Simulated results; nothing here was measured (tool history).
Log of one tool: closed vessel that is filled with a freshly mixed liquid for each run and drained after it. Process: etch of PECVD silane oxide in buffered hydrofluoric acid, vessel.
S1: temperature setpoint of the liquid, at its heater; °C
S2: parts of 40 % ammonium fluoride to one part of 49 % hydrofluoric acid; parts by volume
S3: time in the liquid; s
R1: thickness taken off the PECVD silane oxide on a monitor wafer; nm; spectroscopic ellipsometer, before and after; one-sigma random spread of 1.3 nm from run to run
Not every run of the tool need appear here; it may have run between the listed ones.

| run | hour | S1 | S2 | S3 | R1 |
|---|---|---|---|---|---|
| 1 | 0.0 | 21.0 | 14.5 | 85 | 199.89 |
| 2 | 3.6 | 21.0 | 16.5 | 85 | 175.19 |
| 3 | 11.3 | 22.5 | 16.5 | 85 | 189.65 |
| 4 | 11.9 | 22.5 | 20.0 | 85 | 157.73 |
| 5 | 12.5 | 24.0 | 20.0 | 85 | 170.93 |
| 6 | 14.5 | 24.0 | 20.0 | 85 | 172.03 |
| 7 | 15.6 | 24.0 | 20.0 | 85 | 171.72 |
| 8 | 17.9 | 25.0 | 20.0 | 85 | 182.76 |
| 9 | 26.0 | 26.0 | 20.0 | 85 | 192.41 |

Expected results for the next run?
| 10 | 31.3 | 26.5 | 20.0 | 85 | ? |

Run 10 gave R1 196.93 nm.

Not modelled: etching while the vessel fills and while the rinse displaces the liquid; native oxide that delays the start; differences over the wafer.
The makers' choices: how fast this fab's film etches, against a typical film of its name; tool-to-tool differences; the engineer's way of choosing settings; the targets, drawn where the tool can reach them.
